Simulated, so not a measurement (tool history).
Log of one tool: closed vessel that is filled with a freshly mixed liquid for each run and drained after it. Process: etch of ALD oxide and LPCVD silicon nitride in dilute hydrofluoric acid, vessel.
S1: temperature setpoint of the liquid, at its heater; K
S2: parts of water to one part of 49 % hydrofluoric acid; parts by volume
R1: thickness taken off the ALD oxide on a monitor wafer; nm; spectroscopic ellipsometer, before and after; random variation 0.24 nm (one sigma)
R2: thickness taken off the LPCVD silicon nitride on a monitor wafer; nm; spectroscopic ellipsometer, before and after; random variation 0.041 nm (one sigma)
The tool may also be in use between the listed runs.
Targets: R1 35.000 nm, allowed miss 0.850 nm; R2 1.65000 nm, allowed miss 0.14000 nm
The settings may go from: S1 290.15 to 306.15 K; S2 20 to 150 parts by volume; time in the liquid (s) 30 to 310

Run 1, hour 0.0: S1 298.15 K, S2 85 parts by volume, time in the liquid (s) 160. Result: R1 24.917 nm, R2 1.24050 nm.
Run 2, hour 4.7: S1 295.15 K, S2 85 parts by volume, time in the liquid (s) 160. Result: R1 22.229 nm, R2 0.99460 nm.
Run 3, hour 8.7: S1 296.15 K, S2 80 parts by volume, time in the liquid (s) 160. Result: R1 25.104 nm, R2 1.15960 nm.
Run 4, hour 13.8: S1 293.65 K, S2 80 parts by volume, time in the liquid (s) 160. Result: R1 22.186 nm, R2 0.98883 nm.
Run 5, hour 16.0: S1 295.65 K, S2 80 parts by volume, time in the liquid (s) 160. Result: R1 24.606 nm, R2 1.14270 nm.
Run 6, hour 24.2: S1 296.65 K, S2 75 parts by volume, time in the liquid (s) 160. Result: R1 27.356 nm, R2 1.33000 nm.
Run 7, hour 31.5: S1 296.65 K, S2 70 parts by volume, time in the liquid (s) 160. Result: R1 29.418 nm, R2 1.36300 nm.
Run 8, hour 40.0: S1 299.15 K, S2 60 parts by volume, time in the liquid (s) 155. Result: R1 37.077 nm, R2 1.81370 nm.
Run 9, hour 42.6: S1 298.65 K, S2 60 parts by volume, time in the liquid (s) 155. Result: R1 36.371 nm, R2 1.76760 nm.

Which of these 5 next moves meets every target?
Run A, hour 45.2: S1 297.65 K, S2 55 parts by volume, time in the liquid (s) 140. Result: R1 ?, R2 ?.
Run B, hour 45.2: S1 300.65 K, S2 45 parts by volume, time in the liquid (s) 115. Result: R1 ?, R2 ?.
Run C, hour 45.2: S1 290.15 K, S2 35 parts by volume, time in the liquid (s) 120. Result: R1 ?, R2 ?.
Run D, hour 45.2: S1 305.65 K, S2 75 parts by volume, time in the liquid (s) 145. Result: R1 ?, R2 ?.
Run E, hour 45.2: S1 291.65 K, S2 45 parts by volume, time in the liquid (s) 135. Result: R1 ?, R2 ?.

move      R1       R2
   A  34.894  1.60020
   B  40.076  1.95040
   C  35.227  1.27480
   D  35.038  2.02910
   E  32.488  1.24910
A: meets every target
B: further off than the last run
C: brings the result that was furthest off to its target, and leaves another outside
D: brings the result that was furthest off to its target, and leaves another outside
E: takes the result that was furthest off past its target
Move A is the one to make.
